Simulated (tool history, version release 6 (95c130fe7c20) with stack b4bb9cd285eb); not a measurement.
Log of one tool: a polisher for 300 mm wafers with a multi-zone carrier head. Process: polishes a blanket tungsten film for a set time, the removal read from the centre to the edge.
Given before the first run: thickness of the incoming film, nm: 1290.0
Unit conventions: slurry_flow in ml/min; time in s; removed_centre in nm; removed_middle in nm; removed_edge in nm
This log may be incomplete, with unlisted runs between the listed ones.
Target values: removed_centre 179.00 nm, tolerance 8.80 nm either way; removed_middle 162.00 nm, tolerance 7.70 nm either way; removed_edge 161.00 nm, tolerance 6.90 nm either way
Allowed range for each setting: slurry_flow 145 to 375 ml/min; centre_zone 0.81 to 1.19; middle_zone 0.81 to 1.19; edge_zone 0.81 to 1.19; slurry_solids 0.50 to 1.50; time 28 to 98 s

Run 1, hour 0.0: slurry_flow 240 ml/min, centre_zone 1.00, middle_zone 1.00, edge_zone 1.00, slurry_solids 1.00, time 63 s. Result: removed_centre 312.75 nm, removed_middle 302.19 nm, removed_edge 303.27 nm.
Run 2, hour 0.7: slurry_flow 240 ml/min, centre_zone 1.00, middle_zone 0.99, edge_zone 0.99, slurry_solids 0.95, time 59 s. Result: removed_centre 286.55 nm, removed_middle 278.63 nm, removed_edge 278.95 nm.
Run 3, hour 4.0: slurry_flow 240 ml/min, centre_zone 1.01, middle_zone 0.98, edge_zone 0.98, slurry_solids 0.90, time 56 s. Result: removed_centre 263.95 nm, removed_middle 253.94 nm, removed_edge 262.85 nm.
Run 4, hour 5.4: slurry_flow 240 ml/min, centre_zone 1.01, middle_zone 0.98, edge_zone 0.98, slurry_solids 0.90, time 68 s. Result: removed_centre 331.95 nm, removed_middle 319.18 nm, removed_edge 324.43 nm.
Run 5, hour 6.3: slurry_flow 240 ml/min, centre_zone 1.03, middle_zone 0.99, edge_zone 0.97, slurry_solids 0.85, time 63 s. Result: removed_centre 297.39 nm, removed_middle 285.51 nm, removed_edge 287.96 nm.
Run 6, hour 8.7: slurry_flow 240 ml/min, centre_zone 1.05, middle_zone 0.99, edge_zone 0.96, slurry_solids 0.80, time 60 s. Result: removed_centre 289.60 nm, removed_middle 266.00 nm, removed_edge 269.00 nm.
Run 7, hour 16.9: slurry_flow 240 ml/min, centre_zone 1.05, middle_zone 0.99, edge_zone 0.95, slurry_solids 0.75, time 57 s. Result: removed_centre 267.62 nm, removed_middle 250.98 nm, removed_edge 257.20 nm.
Run 8, hour 18.1: slurry_flow 240 ml/min, centre_zone 1.06, middle_zone 1.00, edge_zone 0.94, slurry_solids 0.70, time 54 s. Result: removed_centre 254.42 nm, removed_middle 232.83 nm, removed_edge 229.98 nm.
Run 9, hour 26.2: slurry_flow 220 ml/min, centre_zone 0.98, middle_zone 0.92, edge_zone 0.87, slurry_solids 0.50, time 38 s. Result: removed_centre 150.38 nm, removed_middle 140.73 nm, removed_edge 146.75 nm.
Run 10, hour 33.7: slurry_flow 225 ml/min, centre_zone 0.99, middle_zone 0.93, edge_zone 0.88, slurry_solids 0.50, time 38 s. Result: removed_centre 153.72 nm, removed_middle 142.45 nm, removed_edge 150.38 nm.
Run 11, hour 38.5: slurry_flow 230 ml/min, centre_zone 1.00, middle_zone 0.94, edge_zone 0.88, slurry_solids 0.50, time 38 s. Result: removed_centre 154.77 nm, removed_middle 144.52 nm, removed_edge 148.73 nm.
Run 12, hour 45.2: slurry_flow 230 ml/min, centre_zone 1.01, middle_zone 0.95, edge_zone 0.89, slurry_solids 0.50, time 38 s. Result: removed_centre 159.33 nm, removed_middle 148.79 nm, removed_edge 147.47 nm.
Run 13, hour 48.5: slurry_flow 230 ml/min, centre_zone 1.01, middle_zone 0.95, edge_zone 0.90, slurry_solids 0.50, time 38 s. Result: removed_centre 160.79 nm, removed_middle 147.52 nm, removed_edge 151.40 nm.
Run 14, hour 53.2: slurry_flow 235 ml/min, centre_zone 1.01, middle_zone 0.96, edge_zone 0.91, slurry_solids 0.50, time 38 s. Result: removed_centre 161.81 nm, removed_middle 150.30 nm, removed_edge 148.98 nm.
Run 15, hour 54.2: slurry_flow 240 ml/min, centre_zone 1.03, middle_zone 0.96, edge_zone 0.92, slurry_solids 0.60, time 38 s. Result: removed_centre 166.69 nm, removed_middle 159.06 nm, removed_edge 157.78 nm.

Which of these 4 next moves meets every target?
Run A, hour 55.2: slurry_flow 190 ml/min, centre_zone 1.08, middle_zone 1.00, edge_zone 0.91, slurry_solids 0.60, time 40 s. Result: removed_centre ?, removed_middle ?, removed_edge ?.
Run B, hour 55.2: slurry_flow 250 ml/min, centre_zone 0.95, middle_zone 0.96, edge_zone 0.94, slurry_solids 0.70, time 37 s. Result: removed_centre ?, removed_middle ?, removed_edge ?.
Run C, hour 55.2: slurry_flow 170 ml/min, centre_zone 1.00, middle_zone 0.90, edge_zone 0.81, slurry_solids 0.60, time 39 s. Result: removed_centre ?, removed_middle ?, removed_edge ?.
Run D, hour 55.2: slurry_flow 160 ml/min, centre_zone 0.95, middle_zone 0.84, edge_zone 0.85, slurry_solids 0.55, time 43 s. Result: removed_centre ?, removed_middle ?, removed_edge ?.

move  removed_centre  removed_middle  removed_edge
   A          179.77          162.51        160.52
   B          158.45          157.96        161.06
   C          158.35          144.77        146.46
   D          160.19          147.82        160.35
A: all results in spec
B: its largest miss is bigger than the last run's
C: its largest miss is bigger than the last run's
D: its largest miss is bigger than the last run's
Correct choice: A, which meets every target

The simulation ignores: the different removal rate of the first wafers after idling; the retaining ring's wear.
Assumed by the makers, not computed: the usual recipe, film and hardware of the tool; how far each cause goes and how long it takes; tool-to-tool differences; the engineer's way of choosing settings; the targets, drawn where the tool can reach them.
